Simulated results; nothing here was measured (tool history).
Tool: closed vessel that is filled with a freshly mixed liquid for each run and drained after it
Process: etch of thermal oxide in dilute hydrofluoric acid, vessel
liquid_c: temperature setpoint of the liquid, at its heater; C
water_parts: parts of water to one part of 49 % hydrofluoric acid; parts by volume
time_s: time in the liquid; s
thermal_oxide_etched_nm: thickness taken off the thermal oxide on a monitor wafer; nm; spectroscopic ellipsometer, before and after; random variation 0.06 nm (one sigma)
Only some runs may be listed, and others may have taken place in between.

Run 1, day 0.000: liquid_c 24.0 C, water_parts 55 parts by volume, time_s 45 s. Result: thermal_oxide_etched_nm 3.5830 nm.
Run 2, day 0.092: liquid_c 24.0 C, water_parts 55 parts by volume, time_s 35 s. Result: thermal_oxide_etched_nm 2.7957 nm.
Run 3, day 0.212: liquid_c 25.5 C, water_parts 45 parts by volume, time_s 35 s. Result: thermal_oxide_etched_nm 3.6451 nm.
Run 4, day 0.283: liquid_c 27.0 C, water_parts 40 parts by volume, time_s 35 s. Result: thermal_oxide_etched_nm 4.4796 nm.
Run 5, day 0.354: liquid_c 28.0 C, water_parts 35 parts by volume, time_s 35 s. Result: thermal_oxide_etched_nm 5.2881 nm.
Run 6, day 0.721: liquid_c 25.5 C, water_parts 35 parts by volume, time_s 35 s. Result: thermal_oxide_etched_nm 4.7948 nm.
At day 0.921: hydrofluoric acid flow meter replaced.
Run 7, day 0.921: liquid_c 27.0 C, water_parts 30 parts by volume, time_s 35 s. Result: thermal_oxide_etched_nm 6.7930 nm.

What will run 8 give?
Run 8, day 1.092: liquid_c 27.0 C, water_parts 30 parts by volume, time_s 35 s. Result: thermal_oxide_etched_nm ?.

{"run 8": {"thermal_oxide_etched_nm": 6.8563}}

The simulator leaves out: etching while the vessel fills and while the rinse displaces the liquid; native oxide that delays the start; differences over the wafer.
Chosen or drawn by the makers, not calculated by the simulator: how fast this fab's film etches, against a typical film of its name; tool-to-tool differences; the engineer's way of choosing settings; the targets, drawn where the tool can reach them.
